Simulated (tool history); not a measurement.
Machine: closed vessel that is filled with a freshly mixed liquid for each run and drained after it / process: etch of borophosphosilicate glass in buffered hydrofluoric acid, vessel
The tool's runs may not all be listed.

run	day	temperature setpoint of the liquid (C)	parts of 40 % ammonium fluoride to one part of 49 % hydrofluoric acid (parts by volume)	time in the liquid (s)	thickness taken off the borophosphosilicate glass on a monitor wafer (angstrom)
1	0	22	9.5	90	1980.6
2	0.371	21	10	90	1813.8
3	0.454	20.5	10.5	90	1661.1
4	0.475	20.5	12	90	1469.8
5	0.525	20.5	13.5	90	1315.8
6	0.754	22	13.5	90	1423.4
7	0.933	21.5	13.5	90	1381.4

What will run 8 give?
8	1.254	21	13.5	90	?

thickness taken off the borophosphosilicate glass on a monitor wafer (angstrom): 1351.3
